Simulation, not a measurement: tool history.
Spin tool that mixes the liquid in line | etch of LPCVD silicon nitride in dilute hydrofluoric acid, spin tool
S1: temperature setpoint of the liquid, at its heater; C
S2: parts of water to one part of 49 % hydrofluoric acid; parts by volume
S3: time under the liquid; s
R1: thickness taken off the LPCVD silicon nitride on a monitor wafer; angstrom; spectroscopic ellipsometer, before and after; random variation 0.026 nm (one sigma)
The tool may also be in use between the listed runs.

run,day,S1,S2,S3,R1
1,0,26,60,290,32.792
2,0.154,26,45,290,42.073
3,0.346,26,35,290,56.915
4,0.654,25,40,290,45.113
5,0.683,24,45,290,36.535
6,0.9,24,45,310,39.571
7,1.117,23,50,310,33.606
8,1.458,22.5,55,310,30.604
9,1.617,18.5,80,295,14.752

Forecast run 10:
10,1.892,18.5,85,295,?

R1: 13.883 angstrom
